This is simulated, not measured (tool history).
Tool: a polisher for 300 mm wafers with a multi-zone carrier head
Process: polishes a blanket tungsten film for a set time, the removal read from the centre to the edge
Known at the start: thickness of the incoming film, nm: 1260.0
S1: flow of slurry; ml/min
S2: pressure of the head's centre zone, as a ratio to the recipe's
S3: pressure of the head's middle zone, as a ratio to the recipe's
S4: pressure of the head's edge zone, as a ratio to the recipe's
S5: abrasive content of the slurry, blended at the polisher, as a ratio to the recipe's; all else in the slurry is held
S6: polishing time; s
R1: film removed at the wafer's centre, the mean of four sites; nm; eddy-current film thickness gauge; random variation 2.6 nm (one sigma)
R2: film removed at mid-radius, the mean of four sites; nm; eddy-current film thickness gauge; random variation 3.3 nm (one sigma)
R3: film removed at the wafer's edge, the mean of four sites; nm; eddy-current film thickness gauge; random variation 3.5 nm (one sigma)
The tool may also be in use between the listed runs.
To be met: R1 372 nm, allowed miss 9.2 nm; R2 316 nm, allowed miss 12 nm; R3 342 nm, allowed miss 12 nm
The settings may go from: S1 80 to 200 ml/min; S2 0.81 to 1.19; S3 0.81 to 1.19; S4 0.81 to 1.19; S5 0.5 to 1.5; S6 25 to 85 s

run,hour,S1,S2,S3,S4,S5,S6,R1,R2,R3
1,0,130,1,1,1,1,55,516.92,504.38,516.34
2,5.6,130,1,1,1,0.9,55,514.89,493.06,500.18
3,11.1,120,0.98,0.95,0.96,0.75,52,439.6,424.66,442.3
4,13,120,0.98,0.95,0.89,0.75,52,442.02,422.72,427.91
5,18.8,115,0.99,0.92,0.87,0.65,50,411.94,380.11,391.57
6,24.8,115,0.99,0.92,0.87,0.65,60,498.53,461.36,477.42
7,33.2,115,1,0.9,0.86,0.6,56,467,418.34,437
8,35.8,115,1,0.9,0.86,0.6,56,469.66,413.07,432.22
9,38.9,110,0.99,0.88,0.85,0.55,53,424.72,375.4,393.88
10,43.4,105,0.99,0.86,0.84,0.55,52,408.9,357.15,386.92
11,50.7,105,1.02,0.85,0.81,0.5,45,355.83,301.54,320.88
12,59,110,1.02,0.85,0.83,0.5,45,363.22,301.91,326.14
13,60.6,115,1.02,0.86,0.84,0.5,45,366.21,307.83,329.79
14,64.1,115,1.02,0.86,0.85,0.5,45,366.61,310.13,328.51
15,65.4,115,1.02,0.86,0.85,0.5,45,362.87,312.63,327.82

Which of these 5 next moves meets every target?
A,66.7,115,0.99,0.84,0.83,0.55,46,?,?,?
B,66.7,105,1.08,0.9,0.81,0.5,44,?,?,?
C,66.7,115,1.01,0.86,0.82,0.55,42,?,?,?
D,66.7,80,1.04,0.81,0.87,0.6,46,?,?,?
E,66.7,85,1.03,0.81,0.85,0.65,45,?,?,?

move,R1,R2,R3
A,370.32,317.8,339.64
B,373.32,311.04,311.87
C,345.05,295.81,308.38
D,371.6,297.06,340.12
E,370.27,298.47,337.12
A: meets every target
B: further off than the last run
C: further off than the last run
D: brings the result that was furthest off to its target, and leaves another outside
E: brings the result that was furthest off to its target, and leaves another outside
The right move is A.
